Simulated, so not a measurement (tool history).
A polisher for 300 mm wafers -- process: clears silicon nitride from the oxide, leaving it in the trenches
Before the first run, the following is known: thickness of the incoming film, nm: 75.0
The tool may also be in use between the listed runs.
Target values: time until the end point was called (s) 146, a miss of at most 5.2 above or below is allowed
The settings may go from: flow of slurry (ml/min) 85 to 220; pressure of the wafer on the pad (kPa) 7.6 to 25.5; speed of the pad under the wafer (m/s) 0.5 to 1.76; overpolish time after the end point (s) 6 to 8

run  hour  flow of slurry (ml/min)  pressure of the wafer on the pad (kPa)  speed of the pad under the wafer (m/s)  overpolish time after the end point (s)  time until the end point was called (s)
  1     0                      140                                    16.5                                    1.12                                        8                                   77.299
  2   1.3                      140                                    16.5                                    1.38                                        8                                   62.619
  3  10.3                      140                                    16.5                                    1.38                                        6                                   63.719
  4  11.5                      140                                    18.6                                    1.38                                        6                                   58.196
  5  13.1                      135                                    15.2                                    1.24                                        6                                   76.296
  6  21.6                      130                                    13.1                                    1.14                                        6                                    96.57
  7  24.2                      125                                    11.7                                    1.12                                        6                                   111.59
  8  27.9                      120                                      11                                    1.12                                        6                                   118.17
  9  28.8                      105                                     7.6                                     1.1                                        6                                   177.94
 10  35.1                      120                                     7.6                                     1.1                                        6                                   170.74
 11  38.9                      130                                     7.6                                     1.1                                        6                                   169.07
 12  42.6                      150                                     9.7                                     1.1                                        6                                    132.3
 13  48.4                      140                                     9.7                                     1.1                                        6                                   134.23
 14  53.4                      135                                     9.7                                     1.1                                        6                                   135.35
 15    61                      130                                     9.7                                     1.1                                        6                                   132.98
 16    63                      125                                     9.7                                     1.1                                        6                                   137.15
 17    70                      120                                     9.7                                     1.1                                        6                                   137.54

Which single option among these 4 for the next run brings every result within its allowed miss of target? Just one does.
  A    77                      110                                     9.7                                    1.22                                        8                                        ?
  B    77                      170                                       9                                    1.04                                        8                                        ?
  C    77                      130                                      11                                    1.06                                        6                                        ?
  D    77                      145                                    10.3                                    1.14                                        8                                        ?

move  time until the end point was called (s)
   A                                   125.52
   B                                   144.73
   C                                   122.06
   D                                   118.86
A: lands further from the targets than the last run did
B: every result within its allowed miss
C: lands further from the targets than the last run did
D: lands further from the targets than the last run did
B is the move that brings every result within its allowed miss.
